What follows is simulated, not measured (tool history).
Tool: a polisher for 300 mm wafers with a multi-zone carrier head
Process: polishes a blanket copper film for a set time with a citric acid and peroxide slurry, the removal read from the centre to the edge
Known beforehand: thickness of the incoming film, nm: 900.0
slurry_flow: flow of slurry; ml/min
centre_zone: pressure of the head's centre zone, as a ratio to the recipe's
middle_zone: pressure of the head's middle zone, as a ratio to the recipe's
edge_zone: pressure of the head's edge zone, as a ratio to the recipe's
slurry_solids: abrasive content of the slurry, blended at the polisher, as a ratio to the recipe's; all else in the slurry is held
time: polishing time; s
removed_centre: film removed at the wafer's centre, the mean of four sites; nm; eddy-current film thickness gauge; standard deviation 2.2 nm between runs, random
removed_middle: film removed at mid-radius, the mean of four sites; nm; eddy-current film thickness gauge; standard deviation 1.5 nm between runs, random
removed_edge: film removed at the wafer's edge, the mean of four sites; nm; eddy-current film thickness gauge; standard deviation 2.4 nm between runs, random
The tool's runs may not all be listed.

run	day	slurry_flow	centre_zone	middle_zone	edge_zone	slurry_solids	time	removed_centre	removed_middle	removed_edge
1	0	250	1	1	1	1	40	120.16	127.15	129.08
2	0.254	250	1	0.94	1	1	40	120.84	120.44	133.5
3	0.529	250	0.94	0.94	1	1	40	115.57	122.48	129.12
4	0.683	265	0.99	0.98	0.97	1.1	41	124.67	133.32	134.94
5	0.946	265	0.96	0.98	0.97	1.1	41	123.95	131.58	134.43
6	1.117	280	1.01	1.01	0.94	1.2	42	134.07	143.29	137.45
7	1.438	290	1.05	1.02	0.94	1.25	43	144.57	150.37	140.94
8	1.75	295	1.07	1.03	0.96	1.3	44	152.21	155.32	147.74
# day 1.854: centre zone pressure recalibrated
9	1.854	300	1.09	1.05	0.97	1.35	45	171.66	163.44	156.7
10	2.112	305	1.09	1.07	0.98	1.35	45	174.46	163.06	154.33

Run 11 has not been measured yet. What should we expect?
11	2.417	305	1.08	1.08	0.98	1.4	46	?	?	?

removed_centre: 174.83 nm
removed_middle: 170.8 nm
removed_edge: 162.5 nm
